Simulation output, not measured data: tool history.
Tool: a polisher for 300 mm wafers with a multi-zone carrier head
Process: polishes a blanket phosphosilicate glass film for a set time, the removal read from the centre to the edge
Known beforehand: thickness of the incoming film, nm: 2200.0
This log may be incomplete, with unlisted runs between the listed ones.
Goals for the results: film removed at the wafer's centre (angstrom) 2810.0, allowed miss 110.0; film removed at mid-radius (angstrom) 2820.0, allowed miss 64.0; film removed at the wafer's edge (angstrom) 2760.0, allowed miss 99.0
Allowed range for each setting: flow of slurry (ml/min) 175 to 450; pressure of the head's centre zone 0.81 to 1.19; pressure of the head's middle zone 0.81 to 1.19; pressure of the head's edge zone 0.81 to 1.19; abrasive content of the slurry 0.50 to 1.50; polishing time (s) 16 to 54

| run | hour | flow of slurry (ml/min) | pressure of the head's centre zone | pressure of the head's middle zone | pressure of the head's edge zone | abrasive content of the slurry | polishing time (s) | film removed at the wafer's centre (angstrom) | film removed at mid-radius (angstrom) | film removed at the wafer's edge (angstrom) |
|---|---|---|---|---|---|---|---|---|---|---|
| 1 | 0.0 | 290 | 1.00 | 1.00 | 1.00 | 1.00 | 35 | 1825.4 | 1802.1 | 1812.1 |
| 2 | 6.8 | 295 | 1.01 | 1.01 | 1.02 | 1.05 | 35 | 1904.0 | 1859.1 | 1887.8 |
| 3 | 13.3 | 295 | 1.01 | 0.98 | 1.02 | 1.05 | 35 | 1913.1 | 1813.2 | 1883.2 |
| 4 | 22.0 | 300 | 1.02 | 1.00 | 1.03 | 1.10 | 35 | 1954.0 | 1873.2 | 1890.1 |
| 5 | 25.0 | 300 | 1.02 | 1.05 | 1.03 | 1.10 | 35 | 1954.2 | 1934.8 | 1866.9 |
| 6 | 27.4 | 300 | 0.98 | 1.05 | 1.03 | 1.10 | 35 | 1850.1 | 1945.1 | 1888.6 |
| 7 | 30.7 | 300 | 0.98 | 1.05 | 1.03 | 1.10 | 35 | 1845.5 | 1952.8 | 1872.0 |
| 8 | 33.0 | 300 | 0.98 | 1.05 | 1.04 | 1.15 | 36 | 1957.2 | 2020.2 | 2022.9 |
| 9 | 40.6 | 300 | 0.99 | 1.06 | 1.05 | 1.20 | 37 | 2051.2 | 2132.3 | 2086.1 |
| 10 | 47.1 | 300 | 0.99 | 1.06 | 1.06 | 1.25 | 38 | 2156.4 | 2228.5 | 2179.7 |
| 11 | 53.0 | 325 | 1.05 | 1.11 | 1.16 | 1.50 | 42 | 2676.4 | 2711.6 | 2680.9 |

Exactly one of the 5 candidate moves below puts every result within its allowed miss. Which one?
| A | 58.9 | 345 | 1.01 | 1.15 | 1.13 | 1.50 | 42 | ? | ? | ? |
| B | 58.9 | 335 | 1.06 | 1.11 | 1.16 | 1.50 | 44 | ? | ? | ? |
| C | 58.9 | 235 | 1.13 | 1.15 | 1.08 | 1.10 | 51 | ? | ? | ? |
| D | 58.9 | 340 | 0.94 | 1.04 | 1.19 | 1.50 | 44 | ? | ? | ? |
| E | 58.9 | 330 | 1.17 | 1.17 | 0.94 | 1.20 | 47 | ? | ? | ? |

| move | film removed at the wafer's centre (angstrom) | film removed at mid-radius (angstrom) | film removed at the wafer's edge (angstrom) |
|---|---|---|---|
| A | 2648.9 | 2794.0 | 2618.8 |
| B | 2904.8 | 2831.4 | 2770.7 |
| C | 3136.7 | 2964.8 | 2753.2 |
| D | 2575.8 | 2683.3 | 2806.8 |
| E | 3196.1 | 2949.6 | 2532.2 |
A: the furthest-off result lands on target, but another misses its tolerance
B: every result lands within tolerance
C: takes the result that was furthest off past its target
D: lands further from the targets than the last run did
E: takes the result that was furthest off past its target
So the answer is move B, the one that meets all the targets.

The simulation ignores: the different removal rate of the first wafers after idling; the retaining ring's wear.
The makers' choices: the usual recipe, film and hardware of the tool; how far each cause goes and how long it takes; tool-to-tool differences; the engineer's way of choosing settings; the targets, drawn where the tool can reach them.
